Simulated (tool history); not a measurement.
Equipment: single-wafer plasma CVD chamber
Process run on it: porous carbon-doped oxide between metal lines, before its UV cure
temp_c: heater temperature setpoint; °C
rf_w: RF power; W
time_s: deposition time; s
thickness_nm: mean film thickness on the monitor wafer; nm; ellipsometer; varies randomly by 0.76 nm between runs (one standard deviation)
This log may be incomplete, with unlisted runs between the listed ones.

run  hour  temp_c  rf_w  time_s  thickness_nm
  1     0     325   665    36.8        204.01
  2   7.8     323   675    36.8        207.09
  3   8.7     323   675    35.1        198.27
  4  13.9     321   690    35.2        203.38
  5  18.3     321   785    35.2        218.08
  6  21.3     321   785    35.1        218.27
  7  29.2     321   785    35.1        218.65
  8  31.4     319   790    35.1        218.56
  9  32.6     319   800    35.3        223.19
 10    36     318   805    35.3        224.81
 11  41.2     318   805    35.3        225.43
 12  46.2     317   810    35.3        227.24
 13  49.2     316   815    35.3        228.83

What will run 14 give?
 14  50.5     315   820    35.3             ?

For run 14 the tool returned thickness_nm 230.71 nm.

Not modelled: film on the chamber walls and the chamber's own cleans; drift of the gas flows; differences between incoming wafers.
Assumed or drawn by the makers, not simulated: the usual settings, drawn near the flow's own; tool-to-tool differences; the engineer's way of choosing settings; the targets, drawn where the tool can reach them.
